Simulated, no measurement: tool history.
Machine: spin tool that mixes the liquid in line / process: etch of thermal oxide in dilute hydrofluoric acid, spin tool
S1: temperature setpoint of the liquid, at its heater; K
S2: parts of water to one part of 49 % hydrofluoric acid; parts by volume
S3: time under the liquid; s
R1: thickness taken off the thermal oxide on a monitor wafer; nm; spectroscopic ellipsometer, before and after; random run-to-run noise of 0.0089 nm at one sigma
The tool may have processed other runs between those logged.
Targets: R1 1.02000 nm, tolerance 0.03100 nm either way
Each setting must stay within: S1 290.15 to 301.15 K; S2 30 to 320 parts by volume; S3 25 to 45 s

run,day,S1,S2,S3,R1
1,0.000,293.15,175,45,0.84448
2,0.042,293.15,210,45,0.70077
3,0.121,295.15,205,45,0.75308
4,0.246,296.15,200,45,0.80832
5,0.271,296.15,150,45,1.12240
6,0.588,295.65,150,45,1.13700
7,0.650,295.15,150,45,1.11280
8,0.879,294.65,150,45,1.07580
9,1.146,294.15,150,45,1.05460

Below are 4 possible settings for the next run. Only one of them brings all results inside the allowed miss of their targets. Which is it?
A,1.412,290.15,135,45,?
B,1.412,292.15,135,45,?
C,1.412,293.15,135,45,?
D,1.412,295.15,150,45,?

move,R1
A,1.02730
B,1.11500
C,1.16090
D,1.11280
A: every result lands within tolerance
B: further off than the last run
C: further off than the last run
D: further off than the last run
So the answer is move A, the one that meets all the targets.
